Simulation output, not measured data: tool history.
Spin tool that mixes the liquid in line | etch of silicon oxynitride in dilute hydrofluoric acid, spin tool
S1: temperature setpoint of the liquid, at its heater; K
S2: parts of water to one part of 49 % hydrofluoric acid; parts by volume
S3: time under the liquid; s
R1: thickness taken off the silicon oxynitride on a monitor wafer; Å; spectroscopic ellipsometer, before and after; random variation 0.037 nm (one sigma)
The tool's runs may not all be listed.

run 1 hour=0.0 | S1=297.15 S2=185 S3=60 | R1=4.8604
run 2 hour=8.9 | S1=294.15 S2=185 S3=60 | R1=4.5836
run 3 hour=12.8 | S1=296.15 S2=155 S3=60 | R1=5.6817
run 4 hour=18.6 | S1=298.15 S2=130 S3=60 | R1=7.6899
run 5 hour=22.0 | S1=299.15 S2=115 S3=60 | R1=9.2289
run 6 hour=25.0 | S1=299.15 S2=115 S3=35 | R1=5.3553
run 7 hour=27.7 | S1=300.65 S2=100 S3=40 | R1=7.8341
run 8 hour=30.7 | S1=300.65 S2=100 S3=40 | R1=7.6487
run 9 hour=36.7 | S1=301.15 S2=85 S3=45 | R1=10.0160
run 10 hour=42.7 | S1=301.65 S2=80 S3=45 | R1=11.8390
run 11 hour=51.8 | S1=302.15 S2=80 S3=45 | R1=12.1950
run 12 hour=56.1 | S1=304.15 S2=60 S3=45 | R1=18.7900

Forecast run 13:
run 13 hour=57.2 | S1=303.65 S2=60 S3=45 | R1=?

Run 13 gave R1 17.5090 Å.
